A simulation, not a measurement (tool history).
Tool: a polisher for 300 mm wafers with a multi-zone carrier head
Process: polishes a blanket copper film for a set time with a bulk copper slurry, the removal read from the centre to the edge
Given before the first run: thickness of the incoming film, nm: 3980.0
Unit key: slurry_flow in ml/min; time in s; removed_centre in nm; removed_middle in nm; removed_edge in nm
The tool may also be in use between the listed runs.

| run | hour | slurry_flow | centre_zone | middle_zone | edge_zone | slurry_solids | time | removed_centre | removed_middle | removed_edge |
|---|---|---|---|---|---|---|---|---|---|---|
| 1 | 0 | 280 | 1 | 1 | 1 | 1 | 50 | 609.96 | 601.73 | 623.44 |
| 2 | 8.9 | 280 | 1 | 1 | 1 | 1 | 42 | 504.6 | 506.22 | 529.57 |
| 3 | 15 | 275 | 0.99 | 1 | 0.98 | 0.95 | 41 | 489.57 | 494.17 | 498.35 |
| 4 | 23.4 | 275 | 0.99 | 1 | 1.04 | 0.95 | 41 | 488.97 | 496.94 | 516.76 |
| 5 | 25.5 | 275 | 0.99 | 0.97 | 1.04 | 0.95 | 41 | 486.14 | 474.41 | 519.34 |
| 6 | 29.7 | 275 | 0.99 | 0.97 | 1.04 | 0.8 | 41 | 461.24 | 459.91 | 498.19 |

Run 7, settings as shown, results not yet in. Your forecast:
| 7 | 36.2 | 270 | 0.98 | 0.96 | 1.01 | 0.75 | 40 | ? | ? | ? |

removed_centre: 445.1 nm
removed_middle: 442.38 nm
removed_edge: 467.85 nm
